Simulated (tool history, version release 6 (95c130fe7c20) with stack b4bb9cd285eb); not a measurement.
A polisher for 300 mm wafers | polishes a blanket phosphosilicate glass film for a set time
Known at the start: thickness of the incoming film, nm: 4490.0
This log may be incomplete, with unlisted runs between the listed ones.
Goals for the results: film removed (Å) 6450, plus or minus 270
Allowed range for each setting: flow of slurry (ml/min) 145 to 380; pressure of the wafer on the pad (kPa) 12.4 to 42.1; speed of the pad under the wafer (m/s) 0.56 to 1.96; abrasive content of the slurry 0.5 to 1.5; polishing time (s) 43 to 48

| run | hour | flow of slurry (ml/min) | pressure of the wafer on the pad (kPa) | speed of the pad under the wafer (m/s) | abrasive content of the slurry | polishing time (s) | film removed (Å) |
|---|---|---|---|---|---|---|---|
| 1 | 0 | 245 | 26.9 | 1.26 | 1 | 48 | 5097.2 |
| 2 | 7.5 | 245 | 26.9 | 1.26 | 1 | 48 | 5055.1 |
| 3 | 13.5 | 245 | 29 | 1.26 | 1 | 48 | 5335.2 |
| 4 | 15.1 | 245 | 33.1 | 1.26 | 1 | 48 | 5801.7 |
| 5 | 24 | 245 | 34.5 | 1.26 | 1 | 48 | 6008.7 |
| 6 | 27 | 245 | 34.5 | 1.26 | 1 | 48 | 5910.2 |
| 7 | 31.9 | 245 | 35.9 | 1.26 | 1 | 48 | 6162.1 |
| 8 | 38.7 | 245 | 36.5 | 1.26 | 1 | 48 | 6124.4 |

Exercise: of the 5 proposed moves below, exactly one satisfies all targets within the stated allowed misses. Which move is it?
| A | 45.5 | 260 | 31.7 | 1.26 | 1.15 | 46 | ? |
| B | 45.5 | 270 | 37.9 | 1.14 | 1.25 | 48 | ? |
| C | 45.5 | 265 | 38.6 | 1.42 | 1.05 | 44 | ? |
| D | 45.5 | 220 | 34.5 | 1.38 | 1 | 46 | ? |
| E | 45.5 | 265 | 42.1 | 1.5 | 0.9 | 48 | ? |

| move | film removed (Å) |
|---|---|
| A | 5999.2 |
| B | 7051.9 |
| C | 6570.9 |
| D | 5976.1 |
| E | 7009.7 |
A: moves away from the targets compared with the last run
B: pushes the last run's worst result past its target
C: all results in spec
D: moves away from the targets compared with the last run
E: pushes the last run's worst result past its target
The right move is C.
